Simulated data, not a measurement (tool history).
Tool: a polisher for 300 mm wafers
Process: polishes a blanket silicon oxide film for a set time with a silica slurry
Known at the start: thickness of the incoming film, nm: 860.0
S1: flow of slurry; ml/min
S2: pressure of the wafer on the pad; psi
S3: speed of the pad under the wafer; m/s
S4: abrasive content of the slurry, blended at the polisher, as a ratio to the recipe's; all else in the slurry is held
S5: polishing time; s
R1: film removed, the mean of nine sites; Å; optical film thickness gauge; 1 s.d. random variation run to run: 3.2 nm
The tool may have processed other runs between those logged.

Run 1, hour 0: S1 165 ml/min, S2 5.4 psi, S3 1.3 m/s, S4 1, S5 92 s. Result: R1 4638.3 Å.
Run 2, hour 1.3: S1 165 ml/min, S2 5.4 psi, S3 1.62 m/s, S4 1, S5 92 s. Result: R1 5496.7 Å.
Run 3, hour 4: S1 165 ml/min, S2 4.9 psi, S3 1.6 m/s, S4 1, S5 92 s. Result: R1 5106.9 Å.
Run 4, hour 10.9: S1 165 ml/min, S2 4.9 psi, S3 1.6 m/s, S4 1.2, S5 92 s. Result: R1 5569.9 Å.
Run 5, hour 13.1: S1 165 ml/min, S2 4.9 psi, S3 1.6 m/s, S4 1.2, S5 92 s. Result: R1 5554.5 Å.
Run 6, hour 21.8: S1 165 ml/min, S2 4.5 psi, S3 1.54 m/s, S4 1.2, S5 92 s. Result: R1 5051 Å.
Run 7, hour 27.1: S1 165 ml/min, S2 4.2 psi, S3 1.48 m/s, S4 1.2, S5 92 s. Result: R1 4735.5 Å.
Run 8, hour 34.9: S1 165 ml/min, S2 3.9 psi, S3 1.42 m/s, S4 1.2, S5 92 s. Result: R1 4411.8 Å.

Run 9, settings as shown, results not yet in. Your forecast:
Run 9, hour 42.6: S1 165 ml/min, S2 3.7 psi, S3 1.36 m/s, S4 1.2, S5 92 s. Result: R1 ?.

R1: 4109.9 Å
